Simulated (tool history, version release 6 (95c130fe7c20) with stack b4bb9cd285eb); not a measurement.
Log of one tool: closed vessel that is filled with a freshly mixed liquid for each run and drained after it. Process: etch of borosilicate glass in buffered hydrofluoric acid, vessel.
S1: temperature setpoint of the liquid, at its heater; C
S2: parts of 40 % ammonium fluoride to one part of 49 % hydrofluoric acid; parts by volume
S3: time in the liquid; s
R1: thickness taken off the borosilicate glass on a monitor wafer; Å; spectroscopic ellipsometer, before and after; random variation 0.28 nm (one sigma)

Run 1, hour 0.0: S1 21.0 C, S2 8.5 parts by volume, S3 35 s. Result: R1 484.28 Å.
Run 2, hour 3.0: S1 20.5 C, S2 8.5 parts by volume, S3 35 s. Result: R1 468.62 Å.
Run 3, hour 7.0: S1 19.0 C, S2 8.5 parts by volume, S3 35 s. Result: R1 439.68 Å.
Run 4, hour 11.3: S1 21.5 C, S2 8.5 parts by volume, S3 35 s. Result: R1 498.10 Å.
Run 5, hour 12.8: S1 20.5 C, S2 8.5 parts by volume, S3 35 s. Result: R1 475.89 Å.
Run 6, hour 17.9: S1 20.0 C, S2 8.5 parts by volume, S3 35 s. Result: R1 461.48 Å.
Run 7, hour 21.3: S1 19.5 C, S2 8.5 parts by volume, S3 35 s. Result: R1 449.27 Å.
Run 8, hour 29.1: S1 19.0 C, S2 8.5 parts by volume, S3 35 s. Result: R1 436.70 Å.
Run 9, hour 31.6: S1 18.5 C, S2 8.5 parts by volume, S3 35 s. Result: R1 424.53 Å.

Forecast run 10:
Run 10, hour 37.2: S1 18.0 C, S2 8.5 parts by volume, S3 35 s. Result: R1 ?.

Run 10 gave R1 409.56 Å.
